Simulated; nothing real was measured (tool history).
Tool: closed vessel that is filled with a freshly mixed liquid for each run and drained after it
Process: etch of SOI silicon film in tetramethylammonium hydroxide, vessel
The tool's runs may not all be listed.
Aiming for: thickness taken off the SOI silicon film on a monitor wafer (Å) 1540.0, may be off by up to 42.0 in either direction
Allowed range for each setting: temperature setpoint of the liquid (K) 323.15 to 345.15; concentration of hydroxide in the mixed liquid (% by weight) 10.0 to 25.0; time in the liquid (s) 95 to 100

run  hour  temperature setpoint of the liquid (K)  concentration of hydroxide in the mixed liquid (% by weight)  time in the liquid (s)  thickness taken off the SOI silicon film on a monitor wafer (Å)
  1   0.0                                  332.15                                                          19.5                      95                                                           2628.0
  2   6.0                                  337.65                                                          19.5                      95                                                           3646.5
  3  10.2                                  332.65                                                          19.5                      95                                                           2710.8
  4  11.5                                  329.65                                                          19.5                      95                                                           2239.9
  5  14.1                                  329.65                                                          21.0                      95                                                           2138.0
  6  16.0                                  329.65                                                          21.0                     100                                                           2264.2
  7  23.6                                  327.65                                                          21.0                     100                                                           1993.7
  8  26.5                                  326.15                                                          21.0                     100                                                           1817.3
  9  34.6                                  326.15                                                          21.0                     100                                                           1805.7
 10  40.4                                  325.15                                                          21.0                     100                                                           1691.9
 11  47.8                                  324.65                                                          21.0                     100                                                           1636.1
 12  48.7                                  324.15                                                          21.0                     100                                                           1587.2

Which single option among these 5 for the next run brings every result within its allowed miss of target? Just one does.
  A  49.6                                  324.65                                                          21.0                      95                                                                ?
  B  49.6                                  325.15                                                          21.5                     100                                                                ?
  C  49.6                                  327.65                                                          25.0                     100                                                                ?
  D  49.6                                  325.15                                                          19.0                      95                                                                ?
  E  49.6                                  325.65                                                          22.5                     100                                                                ?

move  thickness taken off the SOI silicon film on a monitor wafer (Å)
   A                                                           1544.8
   B                                                           1660.4
   C                                                           1653.4
   D                                                           1673.6
   E                                                           1654.3
A: all results land within tolerance of their targets
B: misses by more than the last run did
C: misses by more than the last run did
D: misses by more than the last run did
E: misses by more than the last run did
Correct choice: A, which meets every target
